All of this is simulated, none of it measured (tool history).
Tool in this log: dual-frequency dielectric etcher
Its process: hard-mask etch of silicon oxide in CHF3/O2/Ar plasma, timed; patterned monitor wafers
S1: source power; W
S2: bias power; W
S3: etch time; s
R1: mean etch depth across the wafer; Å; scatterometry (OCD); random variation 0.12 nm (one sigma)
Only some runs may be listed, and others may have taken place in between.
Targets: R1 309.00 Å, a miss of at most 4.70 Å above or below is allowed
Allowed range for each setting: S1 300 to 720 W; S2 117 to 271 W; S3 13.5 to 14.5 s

run	hour	S1	S2	S3	R1
1	0.0	510	194	14.5	267.86
2	2.6	600	194	14.5	283.36
3	5.5	600	194	14.5	281.08
4	14.4	600	207	14.5	287.73
# hour 15.0: source power generator calibrated
5	15.0	600	207	14.5	290.79
6	20.6	620	208	14.5	296.36
7	25.7	630	209	14.5	298.31
8	33.1	640	210	14.5	301.37
9	41.5	650	210	14.5	300.68

Pick the move, out of 4, that brings all results within their allowed miss; only one does.
A	49.9	610	220	14.5	?
B	49.9	630	216	14.5	?
C	49.9	610	200	14.5	?
D	49.9	640	226	14.5	?

move	R1
A	301.93
B	303.51
C	292.09
D	310.12
A: better than the last run, though not everything is in spec
B: better than the last run, though not everything is in spec
C: its largest miss is bigger than the last run's
D: all results land within tolerance of their targets
D is the move that brings every result within its allowed miss.

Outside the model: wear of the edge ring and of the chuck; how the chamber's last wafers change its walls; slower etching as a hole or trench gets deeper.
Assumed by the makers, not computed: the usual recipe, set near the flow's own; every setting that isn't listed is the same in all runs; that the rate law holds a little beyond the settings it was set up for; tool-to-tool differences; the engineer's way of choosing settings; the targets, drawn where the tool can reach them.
